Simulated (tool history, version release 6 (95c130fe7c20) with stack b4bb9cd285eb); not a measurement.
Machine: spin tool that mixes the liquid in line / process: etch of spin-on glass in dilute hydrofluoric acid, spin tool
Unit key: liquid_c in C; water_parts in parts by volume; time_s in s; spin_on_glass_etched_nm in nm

run 1 day=0 | liquid_c=21 water_parts=295 time_s=275 | spin_on_glass_etched_nm=24.091
run 2 day=0.292 | liquid_c=21 water_parts=250 time_s=275 | spin_on_glass_etched_nm=29.441
run 3 day=0.533 | liquid_c=19.5 water_parts=250 time_s=275 | spin_on_glass_etched_nm=27.477
run 4 day=0.825 | liquid_c=19.5 water_parts=345 time_s=275 | spin_on_glass_etched_nm=18.475
run 5 day=1.133 | liquid_c=21.5 water_parts=345 time_s=275 | spin_on_glass_etched_nm=20.106
run 6 day=1.171 | liquid_c=23 water_parts=345 time_s=275 | spin_on_glass_etched_nm=21.11

Predict the results of run 7:
run 7 day=1.383 | liquid_c=27 water_parts=225 time_s=275 | spin_on_glass_etched_nm=?

spin_on_glass_etched_nm: 41.865 nm

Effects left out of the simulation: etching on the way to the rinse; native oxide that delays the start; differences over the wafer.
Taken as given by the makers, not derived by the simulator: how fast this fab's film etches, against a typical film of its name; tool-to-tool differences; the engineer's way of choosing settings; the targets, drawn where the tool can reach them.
